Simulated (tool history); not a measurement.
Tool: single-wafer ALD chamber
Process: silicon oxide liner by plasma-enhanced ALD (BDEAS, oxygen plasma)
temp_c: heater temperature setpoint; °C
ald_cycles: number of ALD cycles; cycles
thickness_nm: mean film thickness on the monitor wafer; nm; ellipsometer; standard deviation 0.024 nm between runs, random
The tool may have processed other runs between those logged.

run,hour,temp_c,ald_cycles,thickness_nm
1,0,320,86,8.102
2,7.5,320,79,7.4483
3,13.5,318,82,7.7437
4,15.6,316,84,7.9388
5,20.4,324,84,7.8239
6,23.5,331,84,7.8003
7,27.4,330,86,7.9969
8,30,328,88,8.1844
9,31.5,326,89,8.3338
10,35.7,324,90,8.4365

Forecast run 11:
11,43.5,323,90,?

Run 11 measured thickness_nm 8.4573 nm.
